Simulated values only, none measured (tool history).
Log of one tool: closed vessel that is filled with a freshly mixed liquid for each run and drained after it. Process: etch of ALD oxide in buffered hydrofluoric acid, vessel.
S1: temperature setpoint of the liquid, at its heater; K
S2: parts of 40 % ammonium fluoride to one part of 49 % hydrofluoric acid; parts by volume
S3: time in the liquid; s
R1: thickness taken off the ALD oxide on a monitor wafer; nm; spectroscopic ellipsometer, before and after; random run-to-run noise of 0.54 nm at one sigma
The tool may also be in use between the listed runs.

| run | hour | S1 | S2 | S3 | R1 |
|---|---|---|---|---|---|
| 1 | 0.0 | 295.15 | 7.5 | 30 | 41.891 |
| 2 | 9.3 | 293.15 | 7.5 | 30 | 37.393 |
| 3 | 15.9 | 291.15 | 7.5 | 30 | 33.418 |
| 4 | 21.5 | 294.15 | 7.5 | 30 | 39.078 |
| 5 | 29.8 | 294.15 | 7.5 | 30 | 39.172 |
| 6 | 32.6 | 295.65 | 7.5 | 30 | 42.655 |

Run 7 has not been measured yet. What should we expect?
| 7 | 35.0 | 296.65 | 7.5 | 30 | ? |

R1: 44.720 nm

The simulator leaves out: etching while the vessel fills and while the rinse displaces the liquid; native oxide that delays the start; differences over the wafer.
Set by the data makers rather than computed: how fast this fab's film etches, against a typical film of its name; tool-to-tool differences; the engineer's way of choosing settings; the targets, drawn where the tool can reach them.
